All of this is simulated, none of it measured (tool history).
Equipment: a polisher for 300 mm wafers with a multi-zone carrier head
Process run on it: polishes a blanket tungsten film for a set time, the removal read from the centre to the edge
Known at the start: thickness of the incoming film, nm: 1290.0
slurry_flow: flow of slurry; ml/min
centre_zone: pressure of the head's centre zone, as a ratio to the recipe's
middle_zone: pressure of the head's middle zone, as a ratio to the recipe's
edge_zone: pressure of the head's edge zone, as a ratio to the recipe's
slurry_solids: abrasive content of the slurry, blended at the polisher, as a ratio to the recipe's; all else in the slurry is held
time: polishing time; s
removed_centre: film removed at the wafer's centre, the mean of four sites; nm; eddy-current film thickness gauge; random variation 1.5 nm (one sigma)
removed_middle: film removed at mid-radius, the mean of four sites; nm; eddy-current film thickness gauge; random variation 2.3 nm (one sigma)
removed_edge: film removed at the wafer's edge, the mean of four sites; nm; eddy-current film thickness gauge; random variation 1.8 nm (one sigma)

Run 1, day 0: slurry_flow 205 ml/min, centre_zone 1, middle_zone 1, edge_zone 1, slurry_solids 1, time 65 s. Result: removed_centre 369.76 nm, removed_middle 351.01 nm, removed_edge 345.97 nm.
Run 2, day 0.308: slurry_flow 205 ml/min, centre_zone 1, middle_zone 1, edge_zone 1.04, slurry_solids 1, time 65 s. Result: removed_centre 373.34 nm, removed_middle 354.98 nm, removed_edge 346.44 nm.
Run 3, day 0.462: slurry_flow 205 ml/min, centre_zone 1, middle_zone 1, edge_zone 1.07, slurry_solids 1, time 65 s. Result: removed_centre 366.37 nm, removed_middle 362.85 nm, removed_edge 356.4 nm.
Run 4, day 0.517: slurry_flow 205 ml/min, centre_zone 0.99, middle_zone 0.99, edge_zone 1.03, slurry_solids 0.9, time 60 s. Result: removed_centre 329.89 nm, removed_middle 326.2 nm, removed_edge 319.98 nm.
At day 0.788: centre zone pressure recalibrated.
Run 5, day 0.788: slurry_flow 205 ml/min, centre_zone 0.99, middle_zone 0.99, edge_zone 1, slurry_solids 0.9, time 60 s. Result: removed_centre 316.37 nm, removed_middle 316.12 nm, removed_edge 314.7 nm.
Run 6, day 0.946: slurry_flow 205 ml/min, centre_zone 0.99, middle_zone 0.93, edge_zone 1, slurry_solids 0.9, time 60 s. Result: removed_centre 317.75 nm, removed_middle 304.86 nm, removed_edge 317.33 nm.
Run 7, day 1.267: slurry_flow 210 ml/min, centre_zone 1.02, middle_zone 0.94, edge_zone 0.97, slurry_solids 0.8, time 55 s. Result: removed_centre 291.94 nm, removed_middle 282.14 nm, removed_edge 280.19 nm.
Run 8, day 1.592: slurry_flow 210 ml/min, centre_zone 1.05, middle_zone 0.92, edge_zone 0.95, slurry_solids 0.75, time 52 s. Result: removed_centre 278.78 nm, removed_middle 253.38 nm, removed_edge 261.38 nm.
Run 9, day 1.9: slurry_flow 210 ml/min, centre_zone 1.07, middle_zone 0.92, edge_zone 0.93, slurry_solids 0.7, time 50 s. Result: removed_centre 270.26 nm, removed_middle 247.73 nm, removed_edge 242.23 nm.
Run 10, day 2.029: slurry_flow 200 ml/min, centre_zone 1.08, middle_zone 0.9, edge_zone 0.91, slurry_solids 0.65, time 49 s. Result: removed_centre 263.55 nm, removed_middle 228.24 nm, removed_edge 230.3 nm.
Run 11, day 2.192: slurry_flow 170 ml/min, centre_zone 1.05, middle_zone 0.9, edge_zone 0.81, slurry_solids 0.5, time 43 s. Result: removed_centre 207.68 nm, removed_middle 189.49 nm, removed_edge 182.64 nm.
Run 12, day 2.462: slurry_flow 180 ml/min, centre_zone 1.06, middle_zone 0.89, edge_zone 0.82, slurry_solids 0.5, time 43 s. Result: removed_centre 215.41 nm, removed_middle 188.54 nm, removed_edge 186.11 nm.
Run 13, day 2.538: slurry_flow 185 ml/min, centre_zone 1.06, middle_zone 0.89, edge_zone 0.82, slurry_solids 0.5, time 43 s. Result: removed_centre 213.36 nm, removed_middle 187.46 nm, removed_edge 186.87 nm.
Run 14, day 2.588: slurry_flow 190 ml/min, centre_zone 1.07, middle_zone 0.89, edge_zone 0.82, slurry_solids 0.5, time 43 s. Result: removed_centre 218.17 nm, removed_middle 188.05 nm, removed_edge 183.39 nm.

For run 15, what comes out?
Run 15, day 2.733: slurry_flow 195 ml/min, centre_zone 1.07, middle_zone 0.89, edge_zone 0.83, slurry_solids 0.5, time 43 s. Result: removed_centre ?, removed_middle ?, removed_edge ?.

Run 15 yielded removed_centre 219.03 nm, removed_middle 189.22 nm, removed_edge 190.55 nm.
